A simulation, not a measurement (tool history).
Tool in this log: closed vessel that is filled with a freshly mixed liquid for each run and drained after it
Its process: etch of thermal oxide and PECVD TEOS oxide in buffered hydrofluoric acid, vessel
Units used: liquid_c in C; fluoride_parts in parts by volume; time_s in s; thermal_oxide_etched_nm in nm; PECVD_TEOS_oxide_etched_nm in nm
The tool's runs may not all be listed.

run 1 hour=0.0 | liquid_c=21.0 fluoride_parts=15.5 time_s=60 | thermal_oxide_etched_nm=35.061 PECVD_TEOS_oxide_etched_nm=47.797
run 2 hour=6.4 | liquid_c=24.0 fluoride_parts=15.5 time_s=60 | thermal_oxide_etched_nm=41.269 PECVD_TEOS_oxide_etched_nm=56.768
run 3 hour=7.7 | liquid_c=24.0 fluoride_parts=13.0 time_s=60 | thermal_oxide_etched_nm=48.937 PECVD_TEOS_oxide_etched_nm=66.800
run 4 hour=10.5 | liquid_c=26.0 fluoride_parts=13.0 time_s=60 | thermal_oxide_etched_nm=54.520 PECVD_TEOS_oxide_etched_nm=75.377
run 5 hour=15.1 | liquid_c=26.5 fluoride_parts=11.5 time_s=60 | thermal_oxide_etched_nm=63.003 PECVD_TEOS_oxide_etched_nm=86.198
run 6 hour=19.9 | liquid_c=26.5 fluoride_parts=11.5 time_s=45 | thermal_oxide_etched_nm=47.590 PECVD_TEOS_oxide_etched_nm=64.755

The next listed run, before its measurement:
run 7 hour=24.3 | liquid_c=29.0 fluoride_parts=6.5 time_s=60 | thermal_oxide_etched_nm=? PECVD_TEOS_oxide_etched_nm=?

thermal_oxide_etched_nm: 123.720 nm
PECVD_TEOS_oxide_etched_nm: 169.470 nm
